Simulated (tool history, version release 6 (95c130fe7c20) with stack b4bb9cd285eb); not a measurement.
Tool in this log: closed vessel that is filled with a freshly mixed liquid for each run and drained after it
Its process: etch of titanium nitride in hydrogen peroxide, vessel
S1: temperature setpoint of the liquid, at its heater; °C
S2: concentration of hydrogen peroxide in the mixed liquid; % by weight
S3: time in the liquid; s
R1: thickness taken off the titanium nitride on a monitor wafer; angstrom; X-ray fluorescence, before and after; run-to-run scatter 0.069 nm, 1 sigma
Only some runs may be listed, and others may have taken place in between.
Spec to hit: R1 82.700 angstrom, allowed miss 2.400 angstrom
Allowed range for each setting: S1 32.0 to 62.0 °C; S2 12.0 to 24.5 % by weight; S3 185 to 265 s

{"run": 1, "day": 0.0, "S1": 46.0, "S2": 16.5, "S3": 265, "R1": 50.593}
{"run": 2, "day": 0.175, "S1": 42.5, "S2": 16.5, "S3": 265, "R1": 38.164}
{"run": 3, "day": 0.483, "S1": 43.5, "S2": 16.5, "S3": 265, "R1": 41.961}
{"run": 4, "day": 0.688, "S1": 44.5, "S2": 16.5, "S3": 265, "R1": 46.237}
{"run": 5, "day": 0.742, "S1": 45.5, "S2": 16.5, "S3": 265, "R1": 49.095}
{"run": 6, "day": 1.104, "S1": 46.5, "S2": 16.5, "S3": 265, "R1": 52.771}
{"run": 7, "day": 1.325, "S1": 47.0, "S2": 16.5, "S3": 265, "R1": 54.498}
{"run": 8, "day": 1.638, "S1": 47.5, "S2": 16.5, "S3": 265, "R1": 56.124}
{"run": 9, "day": 1.867, "S1": 48.0, "S2": 16.5, "S3": 265, "R1": 59.242}
{"run": 10, "day": 2.25, "S1": 48.5, "S2": 16.5, "S3": 265, "R1": 60.844}
{"run": 11, "day": 2.488, "S1": 49.0, "S2": 16.5, "S3": 265, "R1": 62.633}
{"run": 12, "day": 2.771, "S1": 49.5, "S2": 16.5, "S3": 265, "R1": 65.126}
{"run": 13, "day": 3.075, "S1": 53.5, "S2": 16.5, "S3": 265, "R1": 86.707}

Which single option among these 5 for the next run brings every result within its allowed miss of target? Just one does.
{"run": "A", "day": 3.379, "S1": 53.5, "S2": 18.5, "S3": 265, "R1": "?"}
{"run": "B", "day": 3.379, "S1": 53.0, "S2": 18.5, "S3": 265, "R1": "?"}
{"run": "C", "day": 3.379, "S1": 56.5, "S2": 18.5, "S3": 220, "R1": "?"}
{"run": "D", "day": 3.379, "S1": 53.0, "S2": 15.5, "S3": 265, "R1": "?"}
{"run": "E", "day": 3.379, "S1": 54.0, "S2": 15.5, "S3": 265, "R1": "?"}

move=A R1=89.272
move=B R1=86.167
move=C R1=91.444
move=D R1=82.995
move=E R1=89.074
A: the biggest miss grows against the last run
B: better than the last run, though not everything is in spec
C: the biggest miss grows against the last run
D: every result lands within tolerance
E: the biggest miss grows against the last run
The right move is D.
